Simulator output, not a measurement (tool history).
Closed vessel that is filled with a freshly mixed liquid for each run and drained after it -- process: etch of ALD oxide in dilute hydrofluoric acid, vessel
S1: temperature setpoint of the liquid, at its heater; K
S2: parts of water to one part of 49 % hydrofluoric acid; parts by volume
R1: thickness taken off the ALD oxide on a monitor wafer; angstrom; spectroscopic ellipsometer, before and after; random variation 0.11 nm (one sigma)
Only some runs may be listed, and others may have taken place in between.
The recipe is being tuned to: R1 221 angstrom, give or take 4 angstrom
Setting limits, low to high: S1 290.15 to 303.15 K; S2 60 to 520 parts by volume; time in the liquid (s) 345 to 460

Run 1, hour 0: S1 295.15 K, S2 290 parts by volume, time in the liquid (s) 460. Result: R1 129.02 angstrom.
Run 2, hour 1.7: S1 296.65 K, S2 275 parts by volume, time in the liquid (s) 460. Result: R1 146.14 angstrom.
Run 3, hour 9: S1 296.65 K, S2 370 parts by volume, time in the liquid (s) 460. Result: R1 100.07 angstrom.
Run 4, hour 14.9: S1 293.65 K, S2 370 parts by volume, time in the liquid (s) 460. Result: R1 90.209 angstrom.
Run 5, hour 17.1: S1 295.65 K, S2 340 parts by volume, time in the liquid (s) 460. Result: R1 107.17 angstrom.
Run 6, hour 19.5: S1 295.65 K, S2 290 parts by volume, time in the liquid (s) 460. Result: R1 130.93 angstrom.
Run 7, hour 24.8: S1 297.15 K, S2 275 parts by volume, time in the liquid (s) 460. Result: R1 147.9 angstrom.
Run 8, hour 26.4: S1 298.65 K, S2 265 parts by volume, time in the liquid (s) 460. Result: R1 165.62 angstrom.

Consider the 4 candidate settings below. Which is the only one whose results all fall within their allowed miss of target?
Run A, hour 28: S1 298.65 K, S2 215 parts by volume, time in the liquid (s) 460. Result: R1 ?.
Run B, hour 28: S1 302.65 K, S2 180 parts by volume, time in the liquid (s) 345. Result: R1 ?.
Run C, hour 28: S1 295.15 K, S2 215 parts by volume, time in the liquid (s) 345. Result: R1 ?.
Run D, hour 28: S1 297.15 K, S2 200 parts by volume, time in the liquid (s) 460. Result: R1 ?.

move      R1
   A  212.91
   B   228.9
   C  140.23
   D  219.89
A: nearer than the last run, and not there yet
B: the result that was furthest off in the last run now lies on the other side of its target
C: the biggest miss grows against the last run
D: every result lands within tolerance
Answer: D

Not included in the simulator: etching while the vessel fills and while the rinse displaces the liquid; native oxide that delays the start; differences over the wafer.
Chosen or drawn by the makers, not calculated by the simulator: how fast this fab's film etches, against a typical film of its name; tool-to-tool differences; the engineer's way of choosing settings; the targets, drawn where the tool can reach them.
